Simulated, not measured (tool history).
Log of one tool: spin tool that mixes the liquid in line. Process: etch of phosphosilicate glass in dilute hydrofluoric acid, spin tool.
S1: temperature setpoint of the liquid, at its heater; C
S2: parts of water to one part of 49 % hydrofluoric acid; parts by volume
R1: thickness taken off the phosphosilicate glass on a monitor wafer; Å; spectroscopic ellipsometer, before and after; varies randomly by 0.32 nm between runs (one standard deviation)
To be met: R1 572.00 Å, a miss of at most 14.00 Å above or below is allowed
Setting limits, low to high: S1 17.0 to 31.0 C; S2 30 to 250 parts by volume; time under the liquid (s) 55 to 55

run 1 hour=0.0 | S1=23.0 S2=140 time_under_the_liquid_(s)=55 | R1=376.47
run 2 hour=8.9 | S1=24.0 S2=140 time_under_the_liquid_(s)=55 | R1=391.67
run 3 hour=16.5 | S1=25.0 S2=140 time_under_the_liquid_(s)=55 | R1=407.38
run 4 hour=22.8 | S1=25.0 S2=120 time_under_the_liquid_(s)=55 | R1=483.80
run 5 hour=24.4 | S1=25.0 S2=120 time_under_the_liquid_(s)=55 | R1=476.75
run 6 hour=33.2 | S1=25.0 S2=120 time_under_the_liquid_(s)=55 | R1=483.44
run 7 hour=38.3 | S1=25.5 S2=120 time_under_the_liquid_(s)=55 | R1=491.70
run 8 hour=40.7 | S1=25.5 S2=120 time_under_the_liquid_(s)=55 | R1=496.32

Which single option among these 5 for the next run brings every result within its allowed miss of target? Just one does.
run A hour=43.1 | S1=25.5 S2=105 time_under_the_liquid_(s)=55 | R1=?
run B hour=43.1 | S1=22.5 S2=100 time_under_the_liquid_(s)=55 | R1=?
run C hour=43.1 | S1=28.0 S2=110 time_under_the_liquid_(s)=55 | R1=?
run D hour=43.1 | S1=25.5 S2=140 time_under_the_liquid_(s)=55 | R1=?
run E hour=43.1 | S1=24.0 S2=95 time_under_the_liquid_(s)=55 | R1=?

move=A R1=574.27
move=B R1=538.81
move=C R1=599.51
move=D R1=412.55
move=E R1=605.87
A: hits every target within its allowed miss
B: gains on the last run, yet a result remains outside its allowed miss
C: moves the result that the last run missed by most past its target, out the other side
D: the biggest miss grows against the last run
E: moves the result that the last run missed by most past its target, out the other side
The move that meets every target is A.

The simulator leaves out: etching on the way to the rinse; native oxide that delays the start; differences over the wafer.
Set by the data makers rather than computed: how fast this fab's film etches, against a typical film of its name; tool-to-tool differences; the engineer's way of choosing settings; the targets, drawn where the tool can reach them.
